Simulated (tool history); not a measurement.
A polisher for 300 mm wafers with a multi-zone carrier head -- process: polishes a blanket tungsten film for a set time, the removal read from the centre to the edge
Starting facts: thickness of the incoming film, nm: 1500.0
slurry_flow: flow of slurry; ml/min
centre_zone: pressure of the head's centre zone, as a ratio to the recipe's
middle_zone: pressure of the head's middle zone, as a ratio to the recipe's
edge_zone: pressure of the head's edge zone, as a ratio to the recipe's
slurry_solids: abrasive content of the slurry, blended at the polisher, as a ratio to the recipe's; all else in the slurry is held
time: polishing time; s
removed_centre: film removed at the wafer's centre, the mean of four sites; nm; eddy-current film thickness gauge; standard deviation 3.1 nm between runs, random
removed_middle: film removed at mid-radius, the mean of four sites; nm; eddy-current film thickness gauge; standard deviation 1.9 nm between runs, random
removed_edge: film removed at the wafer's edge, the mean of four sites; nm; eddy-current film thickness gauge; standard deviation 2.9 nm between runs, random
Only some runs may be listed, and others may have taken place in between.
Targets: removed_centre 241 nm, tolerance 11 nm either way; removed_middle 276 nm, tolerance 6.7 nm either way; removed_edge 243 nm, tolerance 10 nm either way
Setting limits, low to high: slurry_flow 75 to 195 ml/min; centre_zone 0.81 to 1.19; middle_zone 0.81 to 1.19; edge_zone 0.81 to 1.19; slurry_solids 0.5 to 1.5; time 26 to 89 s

run 1 hour=0 | slurry_flow=125 centre_zone=1 middle_zone=1 edge_zone=1 slurry_solids=1 time=57 | removed_centre=421.54 removed_middle=414.65 removed_edge=404
run 2 hour=2.8 | slurry_flow=155 centre_zone=1 middle_zone=1 edge_zone=1 slurry_solids=1 time=57 | removed_centre=446.08 removed_middle=432.88 removed_edge=423.34
run 3 hour=5.6 | slurry_flow=155 centre_zone=1 middle_zone=1 edge_zone=1.04 slurry_solids=1 time=57 | removed_centre=441.87 removed_middle=431.52 removed_edge=439.18
run 4 hour=11.4 | slurry_flow=185 centre_zone=1 middle_zone=1 edge_zone=1.04 slurry_solids=1 time=57 | removed_centre=443.9 removed_middle=452.8 removed_edge=442.26
run 5 hour=19.5 | slurry_flow=185 centre_zone=1 middle_zone=1 edge_zone=1.04 slurry_solids=1 time=43 | removed_centre=346.52 removed_middle=340.43 removed_edge=328.35
run 6 hour=23.4 | slurry_flow=180 centre_zone=0.97 middle_zone=1 edge_zone=1.01 slurry_solids=0.9 time=43 | removed_centre=321.04 removed_middle=331.76 removed_edge=322.81
run 7 hour=23.9 | slurry_flow=175 centre_zone=0.96 middle_zone=1.01 edge_zone=0.98 slurry_solids=0.85 time=42 | removed_centre=320.61 removed_middle=322.88 removed_edge=306.04
run 8 hour=30.3 | slurry_flow=140 centre_zone=0.86 middle_zone=1.11 edge_zone=0.97 slurry_solids=0.6 time=38 | removed_centre=228.07 removed_middle=284.17 removed_edge=254.3
run 9 hour=31.1 | slurry_flow=140 centre_zone=0.87 middle_zone=1.11 edge_zone=0.96 slurry_solids=0.6 time=38 | removed_centre=230.98 removed_middle=282.46 removed_edge=258.75
run 10 hour=37.6 | slurry_flow=140 centre_zone=0.88 middle_zone=1.11 edge_zone=0.94 slurry_solids=0.6 time=38 | removed_centre=238.12 removed_middle=282.31 removed_edge=256.71

Below are 5 possible settings for the next run. Only one of them brings all results inside the allowed miss of their targets. Which is it?
run A hour=44.1 | slurry_flow=100 centre_zone=0.83 middle_zone=0.93 edge_zone=0.91 slurry_solids=0.5 time=44 | removed_centre=? removed_middle=? removed_edge=?
run B hour=44.1 | slurry_flow=100 centre_zone=0.89 middle_zone=1.03 edge_zone=0.97 slurry_solids=0.5 time=44 | removed_centre=? removed_middle=? removed_edge=?
run C hour=44.1 | slurry_flow=100 centre_zone=0.86 middle_zone=0.94 edge_zone=1.01 slurry_solids=0.55 time=44 | removed_centre=? removed_middle=? removed_edge=?
run D hour=44.1 | slurry_flow=165 centre_zone=0.91 middle_zone=1.16 edge_zone=0.89 slurry_solids=0.75 time=36 | removed_centre=? removed_middle=? removed_edge=?
run E hour=44.1 | slurry_flow=140 centre_zone=0.89 middle_zone=1.05 edge_zone=0.85 slurry_solids=1.25 time=35 | removed_centre=? removed_middle=? removed_edge=?

move=A removed_centre=230.38 removed_middle=266.7 removed_edge=266.54
move=B removed_centre=247.3 removed_middle=282.64 removed_edge=273.79
move=C removed_centre=241.1 removed_middle=270.81 removed_edge=281.71
move=D removed_centre=246.58 removed_middle=290.95 removed_edge=244.11
move=E removed_centre=242.89 removed_middle=277.38 removed_edge=244.74
A: its largest miss is bigger than the last run's
B: its largest miss is bigger than the last run's
C: its largest miss is bigger than the last run's
D: gets the furthest-off result to its target, but another result is out of tolerance
E: meets every target
E is the move that brings every result within its allowed miss.
